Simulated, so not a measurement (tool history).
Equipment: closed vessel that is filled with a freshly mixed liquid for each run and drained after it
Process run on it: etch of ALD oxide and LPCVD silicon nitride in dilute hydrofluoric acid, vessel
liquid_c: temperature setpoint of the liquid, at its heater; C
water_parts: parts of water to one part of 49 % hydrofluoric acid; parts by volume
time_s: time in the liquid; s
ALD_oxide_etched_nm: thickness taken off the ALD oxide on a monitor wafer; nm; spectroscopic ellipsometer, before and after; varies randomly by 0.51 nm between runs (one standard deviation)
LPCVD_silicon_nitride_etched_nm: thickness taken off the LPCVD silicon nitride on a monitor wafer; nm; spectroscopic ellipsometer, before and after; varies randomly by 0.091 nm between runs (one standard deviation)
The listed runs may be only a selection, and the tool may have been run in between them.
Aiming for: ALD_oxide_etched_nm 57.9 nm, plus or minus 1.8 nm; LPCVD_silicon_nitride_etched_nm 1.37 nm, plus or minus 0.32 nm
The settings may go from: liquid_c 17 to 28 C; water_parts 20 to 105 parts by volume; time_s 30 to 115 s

run	day	liquid_c	water_parts	time_s	ALD_oxide_etched_nm	LPCVD_silicon_nitride_etched_nm
1	0	20	55	60	18.526	0.47595
2	0.108	20.5	50	60	20.736	0.48113
3	0.304	20.5	50	85	30.082	0.77181
4	0.671	17.5	50	85	25.954	0.57441
5	0.783	17.5	50	95	29.163	0.54638
6	1.033	18.5	50	95	30.686	0.67422
7	1.296	19	45	95	34.901	0.93109
8	1.596	19	45	100	36.826	0.79458
9	1.712	19.5	45	100	37.756	0.94914
10	2.071	19.5	40	100	42.366	0.97406
11	2.358	20	40	100	42.809	1.0559
12	2.525	23	25	100	80.462	2.105
13	2.696	22.5	25	100	77.495	2.044
14	3.05	22	25	100	76.373	1.9139
15	3.408	21.5	25	100	73.942	1.7713
16	3.646	21.5	25	100	74.089	1.9237
17	3.804	21	25	100	73.33	1.7167

Which of these 4 next moves meets every target?
A	3.962	19	25	100	?	?
B	3.962	21.5	40	115	?	?
C	3.962	22	35	100	?	?
D	3.962	22	25	75	?	?

move	ALD_oxide_etched_nm	LPCVD_silicon_nitride_etched_nm
A	67.683	1.4175
B	53.182	1.2342
C	54.324	1.2645
D	57.772	1.3117
A: nearer the targets than the last run, but a result is still out of spec
B: carries the result that was furthest off beyond its target, to the other side
C: carries the result that was furthest off beyond its target, to the other side
D: meets every target
So the answer is move D, the one that meets all the targets.
